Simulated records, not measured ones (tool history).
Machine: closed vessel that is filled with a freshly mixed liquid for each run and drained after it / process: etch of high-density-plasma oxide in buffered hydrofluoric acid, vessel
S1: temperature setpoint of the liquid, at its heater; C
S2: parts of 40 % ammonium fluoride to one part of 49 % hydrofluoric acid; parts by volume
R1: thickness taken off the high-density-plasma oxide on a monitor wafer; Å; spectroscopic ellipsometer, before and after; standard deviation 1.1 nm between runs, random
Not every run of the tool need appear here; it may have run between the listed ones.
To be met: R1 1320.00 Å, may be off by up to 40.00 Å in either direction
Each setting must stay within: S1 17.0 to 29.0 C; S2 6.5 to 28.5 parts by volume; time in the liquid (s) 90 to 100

run 1 hour=0.0 | S1=21.0 S2=17.5 time_in_the_liquid_(s)=90 | R1=518.26
run 2 hour=7.1 | S1=21.0 S2=19.0 time_in_the_liquid_(s)=90 | R1=476.91
run 3 hour=8.9 | S1=22.5 S2=19.0 time_in_the_liquid_(s)=90 | R1=523.23
run 4 hour=11.5 | S1=20.0 S2=19.0 time_in_the_liquid_(s)=90 | R1=452.16
run 5 hour=19.1 | S1=17.5 S2=19.0 time_in_the_liquid_(s)=90 | R1=397.26
run 6 hour=20.0 | S1=19.5 S2=17.0 time_in_the_liquid_(s)=90 | R1=493.56
run 7 hour=23.4 | S1=21.0 S2=15.5 time_in_the_liquid_(s)=90 | R1=594.86
run 8 hour=27.8 | S1=22.5 S2=14.5 time_in_the_liquid_(s)=90 | R1=687.05
run 9 hour=34.3 | S1=23.5 S2=13.5 time_in_the_liquid_(s)=90 | R1=769.61
run 10 hour=37.6 | S1=24.5 S2=12.5 time_in_the_liquid_(s)=90 | R1=874.59
run 11 hour=39.1 | S1=25.5 S2=12.0 time_in_the_liquid_(s)=90 | R1=962.80
run 12 hour=44.3 | S1=26.0 S2=11.5 time_in_the_liquid_(s)=90 | R1=1030.40
run 13 hour=46.5 | S1=26.0 S2=11.5 time_in_the_liquid_(s)=90 | R1=1043.60
run 14 hour=53.1 | S1=26.5 S2=11.5 time_in_the_liquid_(s)=90 | R1=1075.10
run 15 hour=58.1 | S1=27.0 S2=11.5 time_in_the_liquid_(s)=90 | R1=1098.50
run 16 hour=61.4 | S1=29.0 S2=10.0 time_in_the_liquid_(s)=90 | R1=1397.40

Pick the move, out of 5, that brings all results within their allowed miss; only one does.
run A hour=64.7 | S1=27.5 S2=8.5 time_in_the_liquid_(s)=90 | R1=?
run B hour=64.7 | S1=29.0 S2=10.5 time_in_the_liquid_(s)=90 | R1=?
run C hour=64.7 | S1=29.0 S2=10.5 time_in_the_liquid_(s)=95 | R1=?
run D hour=64.7 | S1=25.0 S2=7.5 time_in_the_liquid_(s)=95 | R1=?
run E hour=64.7 | S1=28.0 S2=8.5 time_in_the_liquid_(s)=90 | R1=?

move=A R1=1437.10
move=B R1=1305.40
move=C R1=1378.00
move=D R1=1518.80
move=E R1=1475.80
A: misses by more than the last run did
B: each result inside its tolerance
C: nearer than the last run, and not there yet
D: misses by more than the last run did
E: misses by more than the last run did
Correct choice: B, which meets every target

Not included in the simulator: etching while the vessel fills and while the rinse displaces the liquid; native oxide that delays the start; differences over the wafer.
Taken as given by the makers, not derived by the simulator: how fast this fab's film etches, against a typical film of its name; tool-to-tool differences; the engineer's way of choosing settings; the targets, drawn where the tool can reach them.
